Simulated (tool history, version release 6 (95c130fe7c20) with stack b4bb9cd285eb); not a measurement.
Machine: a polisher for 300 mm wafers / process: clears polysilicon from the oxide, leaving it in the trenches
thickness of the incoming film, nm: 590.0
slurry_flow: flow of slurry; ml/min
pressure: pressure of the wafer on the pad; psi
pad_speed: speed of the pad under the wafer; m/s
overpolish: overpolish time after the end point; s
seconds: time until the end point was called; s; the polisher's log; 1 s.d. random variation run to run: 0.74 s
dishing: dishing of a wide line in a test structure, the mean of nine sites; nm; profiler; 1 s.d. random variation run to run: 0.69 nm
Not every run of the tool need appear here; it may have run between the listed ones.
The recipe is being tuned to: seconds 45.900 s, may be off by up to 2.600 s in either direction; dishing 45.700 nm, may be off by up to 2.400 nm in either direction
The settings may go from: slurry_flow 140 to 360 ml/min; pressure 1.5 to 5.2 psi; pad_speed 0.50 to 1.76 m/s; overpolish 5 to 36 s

run,hour,slurry_flow,pressure,pad_speed,overpolish,seconds,dishing
1,0.0,230,3.3,1.12,18,32.167,52.972
2,3.4,230,3.0,1.10,14,34.857,52.909
3,12.3,230,3.0,1.34,14,29.106,54.136
4,19.8,255,3.1,1.08,11,34.323,51.812
5,21.6,255,3.5,1.08,11,30.608,52.672
6,28.0,255,3.5,1.08,14,31.214,54.051
7,34.0,220,3.0,1.08,11,36.291,50.054
8,38.4,210,2.8,1.06,10,38.922,50.202
9,42.5,190,2.7,1.04,8,41.184,47.500
10,50.9,185,2.6,1.04,7,42.720,44.694

4 candidate next runs follow, results not yet known. Just one meets every target within its allowed miss. Identify it.
A,59.3,140,2.6,1.00,8,?,?
B,59.3,140,2.5,1.18,5,?,?
C,59.3,140,2.6,1.14,5,?,?
D,59.3,185,2.3,0.90,9,?,?

move,seconds,dishing
A,46.260,45.502
B,40.715,39.692
C,40.746,39.678
D,54.424,44.818
A: all results land within tolerance of their targets
B: further off than the last run
C: further off than the last run
D: moves the result that the last run missed by most past its target, out the other side
Answer: A

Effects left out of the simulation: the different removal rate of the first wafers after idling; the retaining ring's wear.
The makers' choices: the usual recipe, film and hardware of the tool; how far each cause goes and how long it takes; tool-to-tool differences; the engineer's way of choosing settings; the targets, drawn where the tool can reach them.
